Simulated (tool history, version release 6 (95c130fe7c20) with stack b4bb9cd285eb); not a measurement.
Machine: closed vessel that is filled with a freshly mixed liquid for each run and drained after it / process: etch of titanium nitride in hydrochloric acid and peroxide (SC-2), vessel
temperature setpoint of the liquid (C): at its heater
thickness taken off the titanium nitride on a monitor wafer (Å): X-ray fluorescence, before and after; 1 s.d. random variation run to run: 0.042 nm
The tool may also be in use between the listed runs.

run	hour	temperature setpoint of the liquid (C)	parts of water to one part each of 37 % hydrochloric acid and 30 % peroxide (parts by volume)	time in the liquid (s)	thickness taken off the titanium nitride on a monitor wafer (Å)
1	0	47	8	140	55.36
2	3.1	51.5	8	140	75.274
3	11.4	51.5	8	100	53.654
4	16.5	51.5	8	140	75.075
5	23.4	51.5	6	140	93.652
6	24.6	47	6	140	68.941
7	28.1	53.5	6	140	107.28

Run 8 is up next; what results do you expect?
8	37.3	53.5	6	140	?

Logged for run 8: thickness taken off the titanium nitride on a monitor wafer (Å) 106.88.
